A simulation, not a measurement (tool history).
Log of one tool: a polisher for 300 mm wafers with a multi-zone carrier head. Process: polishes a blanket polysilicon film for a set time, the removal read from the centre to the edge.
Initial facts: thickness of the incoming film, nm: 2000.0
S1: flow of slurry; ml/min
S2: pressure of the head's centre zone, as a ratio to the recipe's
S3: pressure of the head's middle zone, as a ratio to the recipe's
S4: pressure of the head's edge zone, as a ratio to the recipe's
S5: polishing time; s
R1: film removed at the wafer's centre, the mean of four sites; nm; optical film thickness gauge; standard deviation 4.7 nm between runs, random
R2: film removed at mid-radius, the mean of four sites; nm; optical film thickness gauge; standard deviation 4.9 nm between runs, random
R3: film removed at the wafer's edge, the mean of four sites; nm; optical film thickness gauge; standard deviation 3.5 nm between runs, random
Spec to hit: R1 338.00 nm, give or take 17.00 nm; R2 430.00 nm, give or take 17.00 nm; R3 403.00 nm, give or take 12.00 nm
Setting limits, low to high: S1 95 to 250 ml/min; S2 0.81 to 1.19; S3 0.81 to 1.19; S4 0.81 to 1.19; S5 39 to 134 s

{"run": 1, "hour": 0.0, "S1": 160, "S2": 1.0, "S3": 1.0, "S4": 1.0, "S5": 86, "R1": 620.41, "R2": 591.89, "R3": 596.34}
{"run": 2, "hour": 2.1, "S1": 160, "S2": 1.0, "S3": 1.0, "S4": 1.0, "S5": 93, "R1": 654.7, "R2": 645.14, "R3": 641.22}
{"run": 3, "hour": 11.0, "S1": 160, "S2": 1.08, "S3": 1.0, "S4": 1.0, "S5": 93, "R1": 702.35, "R2": 625.24, "R3": 646.16}
{"run": 4, "hour": 17.5, "S1": 160, "S2": 0.99, "S3": 1.0, "S4": 1.0, "S5": 93, "R1": 653.82, "R2": 634.3, "R3": 648.66}
{"run": 5, "hour": 25.4, "S1": 160, "S2": 0.99, "S3": 1.0, "S4": 0.93, "S5": 93, "R1": 653.31, "R2": 631.51, "R3": 618.95}
{"run": 6, "hour": 31.4, "S1": 150, "S2": 0.97, "S3": 1.01, "S4": 0.95, "S5": 88, "R1": 595.38, "R2": 600.09, "R3": 591.81}
{"run": 7, "hour": 35.8, "S1": 145, "S2": 0.95, "S3": 1.02, "S4": 0.94, "S5": 84, "R1": 559.01, "R2": 570.07, "R3": 557.57}
{"run": 8, "hour": 41.5, "S1": 140, "S2": 0.93, "S3": 1.03, "S4": 0.95, "S5": 80, "R1": 510.05, "R2": 539.25, "R3": 523.79}

5 candidate next runs follow, results not yet known. Just one meets every target within its allowed miss. Identify it.
{"run": "A", "hour": 47.2, "S1": 180, "S2": 0.95, "S3": 1.1, "S4": 0.85, "S5": 56, "R1": "?", "R2": "?", "R3": "?"}
{"run": "B", "hour": 47.2, "S1": 125, "S2": 0.81, "S3": 1.07, "S4": 1.02, "S5": 57, "R1": "?", "R2": "?", "R3": "?"}
{"run": "C", "hour": 47.2, "S1": 130, "S2": 0.83, "S3": 1.08, "S4": 0.96, "S5": 62, "R1": "?", "R2": "?", "R3": "?"}
{"run": "D", "hour": 47.2, "S1": 130, "S2": 0.9, "S3": 1.05, "S4": 0.95, "S5": 57, "R1": "?", "R2": "?", "R3": "?"}
{"run": "E", "hour": 47.2, "S1": 110, "S2": 0.81, "S3": 1.14, "S4": 1.02, "S5": 57, "R1": "?", "R2": "?", "R3": "?"}

move=A R1=384.95 R2=426.58 R3=367.70
move=B R1=305.28 R2=392.19 R3=382.79
move=C R1=344.31 R2=434.37 R3=408.13
move=D R1=343.42 R2=389.73 R3=373.65
move=E R1=292.91 R2=399.15 R3=372.83
A: better than the last run, though not everything is in spec
B: takes the result that was furthest off past its target
C: meets every target
D: brings the result that was furthest off to its target, and leaves another outside
E: takes the result that was furthest off past its target
So the answer is move C, the one that meets all the targets.

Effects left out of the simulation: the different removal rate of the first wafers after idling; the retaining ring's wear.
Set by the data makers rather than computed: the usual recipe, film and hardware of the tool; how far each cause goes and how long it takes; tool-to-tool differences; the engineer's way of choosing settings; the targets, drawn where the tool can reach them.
